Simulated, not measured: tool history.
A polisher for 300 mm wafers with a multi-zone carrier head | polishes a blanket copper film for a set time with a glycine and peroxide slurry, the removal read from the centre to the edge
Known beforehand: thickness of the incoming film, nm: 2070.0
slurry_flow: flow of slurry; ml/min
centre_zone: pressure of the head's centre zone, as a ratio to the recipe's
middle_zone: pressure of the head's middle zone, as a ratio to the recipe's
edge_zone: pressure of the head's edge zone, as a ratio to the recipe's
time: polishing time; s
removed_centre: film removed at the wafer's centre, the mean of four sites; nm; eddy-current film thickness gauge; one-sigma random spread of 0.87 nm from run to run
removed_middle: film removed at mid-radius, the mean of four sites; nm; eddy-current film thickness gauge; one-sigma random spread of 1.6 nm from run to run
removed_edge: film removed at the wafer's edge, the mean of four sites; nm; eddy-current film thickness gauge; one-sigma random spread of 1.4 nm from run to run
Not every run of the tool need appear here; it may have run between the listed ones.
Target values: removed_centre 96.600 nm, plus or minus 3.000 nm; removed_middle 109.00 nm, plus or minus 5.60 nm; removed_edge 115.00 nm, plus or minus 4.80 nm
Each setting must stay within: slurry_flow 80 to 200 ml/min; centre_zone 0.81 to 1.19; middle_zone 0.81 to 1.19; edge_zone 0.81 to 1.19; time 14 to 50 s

run,hour,slurry_flow,centre_zone,middle_zone,edge_zone,time,removed_centre,removed_middle,removed_edge
1,0.0,130,1.00,1.00,1.00,32,163.950,165.08,162.16
2,0.6,130,1.00,1.00,1.00,37,188.610,185.60,185.49
3,3.8,120,0.96,0.97,0.99,33,158.810,159.24,163.41
4,8.4,120,0.96,0.97,0.99,29,140.570,140.41,141.72
5,10.8,110,0.92,0.97,1.00,28,129.070,133.28,139.27
6,16.4,105,0.89,0.97,0.99,27,117.760,123.58,128.03
7,20.4,100,0.87,0.97,0.99,26,109.120,118.67,126.40
8,24.2,95,0.86,0.97,0.97,26,106.250,121.02,122.46

Pick the move, out of 5, that brings all results within their allowed miss; only one does.
A,28.0,80,0.86,0.99,0.98,25,?,?,?
B,28.0,125,0.99,0.91,0.95,23,?,?,?
C,28.0,95,0.93,0.93,0.97,24,?,?,?
D,28.0,90,0.96,0.92,1.02,26,?,?,?
E,28.0,80,0.81,1.14,0.81,27,?,?,?

move,removed_centre,removed_middle,removed_edge
A,96.223,110.99,115.85
B,115.840,109.09,114.86
C,105.420,107.66,114.97
D,115.180,113.84,125.50
E,98.799,132.98,117.01
A: all results land within tolerance of their targets
B: the biggest miss grows against the last run
C: moves toward the targets from the last run without getting all of them in spec
D: the biggest miss grows against the last run
E: brings the last run's worst result on target, with another outside its allowed miss
A is the move that brings every result within its allowed miss.
